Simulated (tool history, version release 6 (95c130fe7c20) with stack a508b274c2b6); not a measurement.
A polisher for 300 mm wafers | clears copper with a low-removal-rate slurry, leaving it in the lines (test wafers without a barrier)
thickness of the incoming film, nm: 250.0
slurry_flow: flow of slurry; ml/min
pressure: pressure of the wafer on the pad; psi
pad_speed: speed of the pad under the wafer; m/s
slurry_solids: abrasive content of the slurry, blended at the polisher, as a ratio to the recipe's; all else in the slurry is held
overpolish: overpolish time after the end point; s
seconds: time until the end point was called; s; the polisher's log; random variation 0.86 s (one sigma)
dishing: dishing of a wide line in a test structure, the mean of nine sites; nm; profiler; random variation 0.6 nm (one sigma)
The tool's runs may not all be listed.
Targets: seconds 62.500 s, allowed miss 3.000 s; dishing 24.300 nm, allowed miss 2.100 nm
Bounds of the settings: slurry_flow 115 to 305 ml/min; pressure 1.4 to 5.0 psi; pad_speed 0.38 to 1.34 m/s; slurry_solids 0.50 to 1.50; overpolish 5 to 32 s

{"run": 1, "hour": 0.0, "slurry_flow": 195, "pressure": 3.2, "pad_speed": 0.86, "slurry_solids": 1.0, "overpolish": 16, "seconds": 77.671, "dishing": 28.39}
{"run": 2, "hour": 4.7, "slurry_flow": 165, "pressure": 3.2, "pad_speed": 0.86, "slurry_solids": 1.0, "overpolish": 16, "seconds": 78.752, "dishing": 29.877}
{"run": 3, "hour": 9.8, "slurry_flow": 165, "pressure": 3.2, "pad_speed": 1.06, "slurry_solids": 1.0, "overpolish": 16, "seconds": 62.36, "dishing": 32.083}
{"run": 4, "hour": 13.1, "slurry_flow": 165, "pressure": 3.2, "pad_speed": 1.06, "slurry_solids": 1.0, "overpolish": 15, "seconds": 64.984, "dishing": 31.009}
{"run": 5, "hour": 15.4, "slurry_flow": 200, "pressure": 3.2, "pad_speed": 1.06, "slurry_solids": 1.0, "overpolish": 15, "seconds": 62.245, "dishing": 32.087}
{"run": 6, "hour": 18.3, "slurry_flow": 200, "pressure": 3.2, "pad_speed": 1.06, "slurry_solids": 1.0, "overpolish": 13, "seconds": 63.838, "dishing": 27.995}
{"run": 7, "hour": 25.5, "slurry_flow": 200, "pressure": 3.2, "pad_speed": 1.06, "slurry_solids": 1.0, "overpolish": 12, "seconds": 64.412, "dishing": 27.194}
{"run": 8, "hour": 26.7, "slurry_flow": 200, "pressure": 3.3, "pad_speed": 1.06, "slurry_solids": 1.0, "overpolish": 8, "seconds": 61.452, "dishing": 20.658}

5 next moves are on the table. One of them brings every result within its allowed miss. Which?
{"run": "A", "hour": 27.9, "slurry_flow": 165, "pressure": 3.0, "pad_speed": 1.34, "slurry_solids": 0.85, "overpolish": 11, "seconds": "?", "dishing": "?"}
{"run": "B", "hour": 27.9, "slurry_flow": 175, "pressure": 3.2, "pad_speed": 1.1, "slurry_solids": 1.0, "overpolish": 10, "seconds": "?", "dishing": "?"}
{"run": "C", "hour": 27.9, "slurry_flow": 235, "pressure": 3.7, "pad_speed": 1.06, "slurry_solids": 0.8, "overpolish": 11, "seconds": "?", "dishing": "?"}
{"run": "D", "hour": 27.9, "slurry_flow": 175, "pressure": 3.6, "pad_speed": 0.98, "slurry_solids": 1.3, "overpolish": 9, "seconds": "?", "dishing": "?"}
{"run": "E", "hour": 27.9, "slurry_flow": 215, "pressure": 2.9, "pad_speed": 1.16, "slurry_solids": 0.85, "overpolish": 8, "seconds": "?", "dishing": "?"}

move=A seconds=58.059 dishing=28.262
move=B seconds=62.502 dishing=24.974
move=C seconds=58.496 dishing=28.386
move=D seconds=57.761 dishing=24.582
move=E seconds=67.141 dishing=19.676
A: takes the result that was furthest off past its target
B: meets every target
C: takes the result that was furthest off past its target
D: brings the result that was furthest off to its target, and leaves another outside
E: further off than the last run
The right move is B.
